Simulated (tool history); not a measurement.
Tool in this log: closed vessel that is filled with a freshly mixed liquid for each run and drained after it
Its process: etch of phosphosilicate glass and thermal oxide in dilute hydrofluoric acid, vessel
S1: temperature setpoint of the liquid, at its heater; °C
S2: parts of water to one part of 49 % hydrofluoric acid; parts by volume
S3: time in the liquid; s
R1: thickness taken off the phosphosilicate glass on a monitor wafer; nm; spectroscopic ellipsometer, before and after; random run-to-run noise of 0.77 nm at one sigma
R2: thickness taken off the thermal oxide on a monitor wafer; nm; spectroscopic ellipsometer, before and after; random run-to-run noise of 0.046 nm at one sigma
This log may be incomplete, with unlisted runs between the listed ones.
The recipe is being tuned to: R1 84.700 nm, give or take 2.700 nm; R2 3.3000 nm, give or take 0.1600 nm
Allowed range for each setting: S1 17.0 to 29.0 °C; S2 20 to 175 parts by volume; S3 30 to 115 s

Run 1, hour 0.0: S1 21.0 °C, S2 95 parts by volume, S3 60 s. Result: R1 59.705 nm, R2 2.3456 nm.
Run 2, hour 4.3: S1 23.0 °C, S2 95 parts by volume, S3 60 s. Result: R1 64.181 nm, R2 2.5300 nm.
Run 3, hour 13.3: S1 23.0 °C, S2 95 parts by volume, S3 85 s. Result: R1 91.423 nm, R2 3.6775 nm.
Run 4, hour 15.0: S1 23.0 °C, S2 80 parts by volume, S3 85 s. Result: R1 110.400 nm, R2 4.3910 nm.
Run 5, hour 20.2: S1 22.0 °C, S2 80 parts by volume, S3 85 s. Result: R1 107.490 nm, R2 4.1329 nm.
Run 6, hour 26.2: S1 22.0 °C, S2 80 parts by volume, S3 95 s. Result: R1 118.620 nm, R2 4.5235 nm.
Run 7, hour 34.2: S1 21.5 °C, S2 85 parts by volume, S3 95 s. Result: R1 109.570 nm, R2 4.2198 nm.
Run 8, hour 41.5: S1 21.0 °C, S2 85 parts by volume, S3 95 s. Result: R1 107.160 nm, R2 4.2071 nm.
Run 9, hour 50.3: S1 20.5 °C, S2 85 parts by volume, S3 95 s. Result: R1 106.730 nm, R2 4.1195 nm.
Run 10, hour 56.3: S1 17.5 °C, S2 100 parts by volume, S3 95 s. Result: R1 77.755 nm, R2 2.9727 nm.
Run 11, hour 62.7: S1 18.0 °C, S2 100 parts by volume, S3 95 s. Result: R1 77.715 nm, R2 3.0708 nm.

Of the 4 settings listed for the next run, only one would bring every result within its allowed miss of target. Which one?
Run A, hour 69.1: S1 17.0 °C, S2 45 parts by volume, S3 40 s. Result: R1 ?, R2 ?.
Run B, hour 69.1: S1 18.0 °C, S2 105 parts by volume, S3 100 s. Result: R1 ?, R2 ?.
Run C, hour 69.1: S1 21.0 °C, S2 115 parts by volume, S3 115 s. Result: R1 ?, R2 ?.
Run D, hour 69.1: S1 20.0 °C, S2 100 parts by volume, S3 95 s. Result: R1 ?, R2 ?.

move      R1      R2
   A  75.064  2.9314
   B  78.609  3.0699
   C  92.333  3.6058
   D  85.642  3.3445
A: moves away from the targets compared with the last run
B: closer than the last run, but not yet in spec
C: takes the result that was furthest off past its target
D: every result lands within tolerance
Move D is the one to make.

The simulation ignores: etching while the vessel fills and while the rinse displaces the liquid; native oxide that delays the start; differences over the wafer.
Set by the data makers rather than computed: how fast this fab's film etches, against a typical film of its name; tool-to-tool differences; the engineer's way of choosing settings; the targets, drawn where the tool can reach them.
